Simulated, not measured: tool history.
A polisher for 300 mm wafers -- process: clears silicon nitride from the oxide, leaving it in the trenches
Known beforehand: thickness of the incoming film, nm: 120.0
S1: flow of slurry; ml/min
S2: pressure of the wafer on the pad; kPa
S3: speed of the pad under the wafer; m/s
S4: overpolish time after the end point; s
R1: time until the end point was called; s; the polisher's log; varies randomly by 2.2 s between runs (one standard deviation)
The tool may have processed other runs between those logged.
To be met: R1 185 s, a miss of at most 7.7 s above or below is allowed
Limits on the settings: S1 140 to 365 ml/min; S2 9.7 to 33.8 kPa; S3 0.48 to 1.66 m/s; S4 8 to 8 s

{"run": 1, "hour": 0.0, "S1": 235, "S2": 21.4, "S3": 1.06, "S4": 8, "R1": 102.62}
{"run": 2, "hour": 9.0, "S1": 235, "S2": 17.9, "S3": 1.04, "S4": 8, "R1": 120.99}
{"run": 3, "hour": 14.9, "S1": 290, "S2": 17.9, "S3": 1.04, "S4": 8, "R1": 119.26}
{"run": 4, "hour": 16.1, "S1": 265, "S2": 17.9, "S3": 1.04, "S4": 8, "R1": 119.81}
{"run": 5, "hour": 18.2, "S1": 265, "S2": 15.2, "S3": 1.02, "S4": 8, "R1": 143.62}
{"run": 6, "hour": 20.8, "S1": 265, "S2": 13.8, "S3": 1.02, "S4": 8, "R1": 159.27}
{"run": 7, "hour": 22.3, "S1": 265, "S2": 11, "S3": 1.02, "S4": 8, "R1": 197.7}
{"run": 8, "hour": 24.3, "S1": 270, "S2": 11, "S3": 1.02, "S4": 8, "R1": 198.71}

Next run, 5 choices. One meets every target within its allowed miss, the rest don't. Which?
{"run": "A", "hour": 26.3, "S1": 250, "S2": 11.7, "S3": 0.88, "S4": 8, "R1": "?"}
{"run": "B", "hour": 26.3, "S1": 250, "S2": 14.5, "S3": 0.72, "S4": 8, "R1": "?"}
{"run": "C", "hour": 26.3, "S1": 280, "S2": 11.7, "S3": 1, "S4": 8, "R1": "?"}
{"run": "D", "hour": 26.3, "S1": 315, "S2": 10.3, "S3": 1.02, "S4": 8, "R1": "?"}
{"run": "E", "hour": 26.3, "S1": 340, "S2": 9.7, "S3": 1.04, "S4": 8, "R1": "?"}

move=A R1=213.13
move=B R1=211.36
move=C R1=186.28
move=D R1=203.51
move=E R1=211.76
A: moves away from the targets compared with the last run
B: moves away from the targets compared with the last run
C: in spec on every target
D: moves away from the targets compared with the last run
E: moves away from the targets compared with the last run
The right move is C.
